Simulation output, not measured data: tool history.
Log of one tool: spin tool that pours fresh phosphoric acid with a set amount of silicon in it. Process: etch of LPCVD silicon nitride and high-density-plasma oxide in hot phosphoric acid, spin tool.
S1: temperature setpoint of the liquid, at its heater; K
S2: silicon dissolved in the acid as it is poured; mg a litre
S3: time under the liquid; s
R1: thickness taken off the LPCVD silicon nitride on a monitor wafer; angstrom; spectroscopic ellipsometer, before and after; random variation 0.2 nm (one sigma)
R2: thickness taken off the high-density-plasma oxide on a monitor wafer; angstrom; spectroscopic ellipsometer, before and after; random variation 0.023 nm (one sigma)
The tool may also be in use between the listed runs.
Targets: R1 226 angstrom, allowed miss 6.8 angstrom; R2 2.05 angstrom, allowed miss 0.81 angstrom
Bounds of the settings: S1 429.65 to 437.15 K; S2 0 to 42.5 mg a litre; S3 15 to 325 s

Run 1, hour 0: S1 432.15 K, S2 18.5 mg a litre, S3 165 s. Result: R1 146.37 angstrom, R2 2.1002 angstrom.
Run 2, hour 2.1: S1 432.15 K, S2 27.5 mg a litre, S3 165 s. Result: R1 147.17 angstrom, R2 1.4695 angstrom.
Run 3, hour 4.2: S1 432.65 K, S2 28.5 mg a litre, S3 175 s. Result: R1 158.54 angstrom, R2 1.6449 angstrom.
Run 4, hour 6.1: S1 432.65 K, S2 35.5 mg a litre, S3 175 s. Result: R1 160.14 angstrom, R2 1.0464 angstrom.
Run 5, hour 14.7: S1 434.15 K, S2 35.5 mg a litre, S3 175 s. Result: R1 167.8 angstrom, R2 1.3741 angstrom.
Run 6, hour 19.5: S1 434.15 K, S2 35.5 mg a litre, S3 130 s. Result: R1 122.41 angstrom, R2 0.95708 angstrom.
Run 7, hour 26.7: S1 434.65 K, S2 35.5 mg a litre, S3 145 s. Result: R1 139.96 angstrom, R2 0.95147 angstrom.
Run 8, hour 31.3: S1 437.15 K, S2 23.5 mg a litre, S3 215 s. Result: R1 226.31 angstrom, R2 3.1327 angstrom.
Run 9, hour 34.9: S1 437.15 K, S2 25.5 mg a litre, S3 215 s. Result: R1 227.82 angstrom, R2 3.2492 angstrom.

5 next moves are on the table. One of them brings every result within its allowed miss. Which?
Run A, hour 38.5: S1 437.15 K, S2 6 mg a litre, S3 215 s. Result: R1 ?, R2 ?.
Run B, hour 38.5: S1 436.65 K, S2 2.5 mg a litre, S3 215 s. Result: R1 ?, R2 ?.
Run C, hour 38.5: S1 436.65 K, S2 34.5 mg a litre, S3 220 s. Result: R1 ?, R2 ?.
Run D, hour 38.5: S1 437.15 K, S2 0 mg a litre, S3 220 s. Result: R1 ?, R2 ?.
Run E, hour 38.5: S1 437.15 K, S2 12.5 mg a litre, S3 225 s. Result: R1 ?, R2 ?.

move      R1      R2
   A  227.37  5.7146
   B  223.65  5.9038
   C  228.85  2.3589
   D  232.65  6.5635
   E  237.94   5.187
A: further off than the last run
B: further off than the last run
C: meets every target
D: further off than the last run
E: further off than the last run
The right move is C.
